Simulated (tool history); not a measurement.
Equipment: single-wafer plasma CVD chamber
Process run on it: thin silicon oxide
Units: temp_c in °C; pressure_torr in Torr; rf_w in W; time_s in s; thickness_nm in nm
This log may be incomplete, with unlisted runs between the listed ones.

Run 1, hour 0: temp_c 420 °C, pressure_torr 0.881 Torr, rf_w 370 W, time_s 10.7 s. Result: thickness_nm 22.18 nm.
Run 2, hour 7.8: temp_c 420 °C, pressure_torr 0.881 Torr, rf_w 370 W, time_s 10.7 s. Result: thickness_nm 22.189 nm.
Run 3, hour 14.7: temp_c 420 °C, pressure_torr 0.793 Torr, rf_w 370 W, time_s 10.7 s. Result: thickness_nm 19.795 nm.
Run 4, hour 16.8: temp_c 420 °C, pressure_torr 0.793 Torr, rf_w 370 W, time_s 11.03 s. Result: thickness_nm 20.512 nm.
Run 5, hour 23.4: temp_c 420 °C, pressure_torr 0.652 Torr, rf_w 370 W, time_s 11.03 s. Result: thickness_nm 16.011 nm.
Run 6, hour 26.6: temp_c 420 °C, pressure_torr 0.754 Torr, rf_w 370 W, time_s 11.03 s. Result: thickness_nm 19.307 nm.
Run 7, hour 32.6: temp_c 420 °C, pressure_torr 0.821 Torr, rf_w 370 W, time_s 11.03 s. Result: thickness_nm 21.129 nm.

Predict the results of run 8:
Run 8, hour 33.4: temp_c 420 °C, pressure_torr 0.869 Torr, rf_w 370 W, time_s 11.03 s. Result: thickness_nm ?.

Run 8 produced thickness_nm 22.381 nm.

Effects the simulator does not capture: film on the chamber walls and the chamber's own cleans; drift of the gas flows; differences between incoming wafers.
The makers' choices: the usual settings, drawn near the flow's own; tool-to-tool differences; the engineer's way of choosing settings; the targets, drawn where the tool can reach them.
